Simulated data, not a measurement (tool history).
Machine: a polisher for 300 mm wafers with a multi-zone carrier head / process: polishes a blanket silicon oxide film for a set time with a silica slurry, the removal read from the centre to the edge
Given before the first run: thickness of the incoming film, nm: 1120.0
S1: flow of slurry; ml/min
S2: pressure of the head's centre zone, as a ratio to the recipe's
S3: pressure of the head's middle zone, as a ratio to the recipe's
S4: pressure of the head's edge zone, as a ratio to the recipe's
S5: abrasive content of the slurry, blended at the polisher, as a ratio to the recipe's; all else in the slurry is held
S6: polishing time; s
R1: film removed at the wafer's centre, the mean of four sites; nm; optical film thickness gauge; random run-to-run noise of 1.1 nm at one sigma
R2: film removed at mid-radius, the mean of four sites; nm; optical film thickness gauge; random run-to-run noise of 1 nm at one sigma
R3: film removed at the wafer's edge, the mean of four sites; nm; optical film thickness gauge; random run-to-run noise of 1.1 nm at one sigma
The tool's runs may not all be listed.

run	hour	S1	S2	S3	S4	S5	S6	R1	R2	R3
1	0.0	195	1.00	1.00	1.00	1.00	40	162.210	162.920	154.630
2	1.1	190	0.99	0.98	0.99	0.95	38	147.830	149.880	146.260
3	9.2	190	1.00	0.97	0.99	0.90	36	134.710	133.530	129.520
4	12.1	185	1.00	0.95	0.99	0.85	35	128.110	127.730	127.590
5	17.3	185	1.01	0.94	0.99	0.80	34	126.990	119.650	117.780
6	25.6	230	1.01	0.94	0.99	0.80	34	125.310	119.790	121.920
7	34.4	230	1.01	0.93	0.99	0.75	33	119.390	115.660	114.470
8	39.2	230	1.01	0.93	0.99	0.75	33	119.700	111.680	113.290
9	40.2	230	1.00	0.92	0.99	0.70	32	110.700	103.580	105.710
10	42.6	230	0.99	0.91	0.98	0.65	32	104.100	100.180	103.020
11	51.3	230	0.99	0.90	0.97	0.65	32	104.940	99.161	99.942
12	58.5	230	0.98	0.89	0.97	0.65	32	103.880	96.804	102.980
13	66.8	230	0.98	0.88	0.96	0.65	32	104.220	99.445	101.380
14	67.8	230	0.98	0.87	0.96	0.65	32	107.000	97.973	101.620
15	76.7	230	0.98	0.87	0.96	0.65	32	102.410	95.032	102.830
16	82.1	230	0.98	0.87	0.96	0.65	32	104.800	95.709	101.600
17	88.6	230	0.97	0.86	0.95	0.65	32	103.060	94.999	101.570
18	93.6	190	0.95	0.81	0.86	0.50	31	83.265	75.162	78.738
19	98.0	195	0.95	0.81	0.87	0.50	31	83.326	75.373	81.303
20	105.5	200	0.95	0.81	0.88	0.50	31	83.263	75.925	81.624
21	110.2	205	0.95	0.81	0.89	0.50	31	82.125	75.319	80.920

What does the tool deliver on the next run?
22	112.8	210	0.95	0.81	0.90	0.50	31	?	?	?

Run 22 yielded R1 83.019 nm, R2 77.419 nm, R3 82.399 nm.
